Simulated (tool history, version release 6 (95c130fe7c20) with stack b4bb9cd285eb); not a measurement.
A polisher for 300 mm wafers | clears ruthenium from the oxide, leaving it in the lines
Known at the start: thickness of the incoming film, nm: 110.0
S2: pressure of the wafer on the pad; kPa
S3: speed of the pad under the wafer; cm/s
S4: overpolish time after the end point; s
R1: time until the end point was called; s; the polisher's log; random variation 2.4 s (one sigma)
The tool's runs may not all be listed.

run 1 hour=0 | flow_of_slurry_(ml/min)=240 S2=13.1 S3=86 S4=51 | R1=130.01
run 2 hour=9 | flow_of_slurry_(ml/min)=280 S2=13.1 S3=86 S4=51 | R1=128.87
run 3 hour=17.9 | flow_of_slurry_(ml/min)=305 S2=13.1 S3=86 S4=51 | R1=123.81
run 4 hour=25.2 | flow_of_slurry_(ml/min)=300 S2=12.4 S3=86 S4=51 | R1=127.6
run 5 hour=28.5 | flow_of_slurry_(ml/min)=250 S2=12.4 S3=86 S4=51 | R1=130.13
run 6 hour=30.1 | flow_of_slurry_(ml/min)=250 S2=12.4 S3=86 S4=51 | R1=131.24
run 7 hour=32.6 | flow_of_slurry_(ml/min)=250 S2=11.7 S3=86 S4=51 | R1=139.65

Run 8 comes next. What will it give?
run 8 hour=40.1 | flow_of_slurry_(ml/min)=250 S2=7.6 S3=84 S4=51 | R1=?

{"run 8": {"R1": 174.25}}
